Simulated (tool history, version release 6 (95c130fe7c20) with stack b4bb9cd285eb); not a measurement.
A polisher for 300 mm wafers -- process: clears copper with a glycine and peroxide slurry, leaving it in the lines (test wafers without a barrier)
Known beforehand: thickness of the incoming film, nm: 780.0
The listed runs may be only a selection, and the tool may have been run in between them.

run,hour,flow of slurry (ml/min),pressure of the wafer on the pad (kPa),speed of the pad under the wafer (cm/s),overpolish time after the end point (s),time until the end point was called (s),dishing of a wide line in a test structure (Å)
1,0,215,17.2,128,25,114.11,705.39
2,0.9,215,14.5,128,25,135.49,644.97
3,2.9,215,14.5,128,34,133.28,721.31
4,4.2,220,15.9,130,28,120.13,710.3
5,8.1,175,15.9,130,28,127.07,691.02
6,12.2,175,13.8,130,28,142.4,643.79
7,21.3,190,15.2,130,24,128.64,642.49

Estimate the outcome of run 8 from the log above:
8,26.5,200,16.5,130,21,?,?

{"run 8": {"time until the end point was called (s)": 119.12, "dishing of a wide line in a test structure (Å)": 622.18}}
